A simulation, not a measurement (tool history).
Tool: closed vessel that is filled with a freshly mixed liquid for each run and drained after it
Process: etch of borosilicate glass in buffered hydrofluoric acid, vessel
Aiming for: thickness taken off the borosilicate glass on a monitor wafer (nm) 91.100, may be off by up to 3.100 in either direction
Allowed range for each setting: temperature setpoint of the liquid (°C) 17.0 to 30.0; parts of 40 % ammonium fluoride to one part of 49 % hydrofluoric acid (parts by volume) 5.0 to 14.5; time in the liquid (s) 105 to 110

run,day,temperature setpoint of the liquid (°C),parts of 40 % ammonium fluoride to one part of 49 % hydrofluoric acid (parts by volume),time in the liquid (s),thickness taken off the borosilicate glass on a monitor wafer (nm)
1,0.000,22.0,9.0,105,127.750
2,0.146,24.0,9.0,105,141.250
3,0.204,24.0,8.0,105,161.880
4,0.433,24.0,7.0,105,189.410
5,0.492,22.5,7.0,105,172.160
6,0.725,23.5,7.0,105,182.430
7,0.775,19.5,10.0,105,102.300
8,1.025,19.0,10.0,105,99.068
9,1.383,18.5,10.0,105,97.988

Below are 4 possible settings for the next run. Only one of them brings all results inside the allowed miss of their targets. Which is it?
A,1.742,21.5,11.5,105,?
B,1.742,20.5,11.0,110,?
C,1.742,20.5,10.5,105,?
D,1.742,17.0,10.0,105,?

move,thickness taken off the borosilicate glass on a monitor wafer (nm)
A,100.570
B,104.250
C,104.200
D,90.148
A: misses by more than the last run did
B: misses by more than the last run did
C: misses by more than the last run did
D: every result lands within tolerance
So the answer is move D, the one that meets all the targets.

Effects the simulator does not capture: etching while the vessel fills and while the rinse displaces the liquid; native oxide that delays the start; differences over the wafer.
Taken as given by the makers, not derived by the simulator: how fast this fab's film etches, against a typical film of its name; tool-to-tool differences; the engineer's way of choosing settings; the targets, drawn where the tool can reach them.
